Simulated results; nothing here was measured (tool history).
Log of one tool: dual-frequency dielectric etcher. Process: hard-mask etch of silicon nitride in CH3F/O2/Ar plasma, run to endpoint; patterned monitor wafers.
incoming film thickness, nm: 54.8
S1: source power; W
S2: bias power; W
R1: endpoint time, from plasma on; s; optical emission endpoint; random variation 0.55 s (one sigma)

Run 1, day 0.000: S1 340 W, S2 67 W. Result: R1 89.833 s.
Run 2, day 0.079: S1 340 W, S2 56 W. Result: R1 94.171 s.
Run 3, day 0.112: S1 340 W, S2 62 W. Result: R1 91.026 s.
Run 4, day 0.400: S1 360 W, S2 62 W. Result: R1 88.047 s.
Run 5, day 0.725: S1 360 W, S2 66 W. Result: R1 85.833 s.
At day 0.988: source power generator calibrated.
Run 6, day 0.988: S1 360 W, S2 56 W. Result: R1 91.798 s.

Forecast run 7:
Run 7, day 1.062: S1 370 W, S2 58 W. Result: R1 ?.

Run 7 gave R1 90.771 s.
